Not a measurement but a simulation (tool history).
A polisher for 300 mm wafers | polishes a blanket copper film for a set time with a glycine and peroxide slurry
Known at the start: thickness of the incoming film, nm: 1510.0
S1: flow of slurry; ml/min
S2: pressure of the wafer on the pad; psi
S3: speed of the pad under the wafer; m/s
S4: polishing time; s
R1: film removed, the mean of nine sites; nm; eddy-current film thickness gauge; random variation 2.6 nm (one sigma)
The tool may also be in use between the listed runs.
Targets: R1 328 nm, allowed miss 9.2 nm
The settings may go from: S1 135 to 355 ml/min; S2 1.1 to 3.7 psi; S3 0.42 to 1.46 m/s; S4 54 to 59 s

run  hour   S1   S2    S3  S4      R1
  1     0  225  2.4  0.94  59  252.32
  2   7.2  225  2.4  0.94  54   233.8
  3  11.3  225  2.5  0.94  54   241.8
  4  16.8  225  2.6  0.94  54  252.36
  5  21.7  195  2.6  0.94  54  244.63
  6  25.4  205  2.7  0.94  54  254.32
  7    27  215  2.8  0.94  54  264.27
  8  34.7  220  2.9  0.94  54  271.38
  9  38.1  225    3  0.94  54  281.63
 10  43.9  230    3  0.94  54  279.98
 11  45.3  230  3.1  0.94  54     293
 12  49.2  235  3.1  0.94  54  286.94
 13  51.1  235  3.2  0.94  54  299.15
 14  59.2  235  3.2  0.94  54  298.13
 15  67.5  240  3.4  0.94  54  312.45

5 next moves are on the table. One of them brings every result within its allowed miss. Which?
  A  75.8  210  3.6  0.72  57   ?
  B  75.8  220    3  1.04  56   ?
  C  75.8  260  3.5  0.88  57   ?
  D  75.8  265  3.4  0.86  54   ?
  E  75.8  245  3.2  0.92  56   ?

move      R1
   A  280.97
   B  309.21
   C  323.46
   D  294.82
   E  302.43
A: further off than the last run
B: further off than the last run
C: meets every target
D: further off than the last run
E: further off than the last run
Answer: C

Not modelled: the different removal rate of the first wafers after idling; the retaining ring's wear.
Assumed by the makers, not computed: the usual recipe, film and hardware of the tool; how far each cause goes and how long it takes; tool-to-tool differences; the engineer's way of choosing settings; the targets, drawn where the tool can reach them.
